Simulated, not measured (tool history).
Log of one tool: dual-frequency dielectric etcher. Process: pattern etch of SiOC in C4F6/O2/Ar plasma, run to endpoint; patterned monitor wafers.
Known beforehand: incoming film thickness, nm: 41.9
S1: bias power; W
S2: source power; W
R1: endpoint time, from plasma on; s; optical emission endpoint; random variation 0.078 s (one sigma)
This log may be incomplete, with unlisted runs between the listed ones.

| run | hour | S1 | S2 | R1 |
|---|---|---|---|---|
| 1 | 0.0 | 472 | 430 | 12.965 |
| 2 | 5.8 | 472 | 360 | 13.976 |
| 3 | 6.8 | 528 | 400 | 12.838 |
| 4 | 11.5 | 567 | 430 | 12.140 |
| 5 | 16.9 | 567 | 350 | 13.269 |
| 6 | 22.9 | 489 | 350 | 13.991 |

Run 7, settings as shown, results not yet in. Your forecast:
| 7 | 31.1 | 540 | 400 | ? |

{"run 7": {"R1": 12.914}}
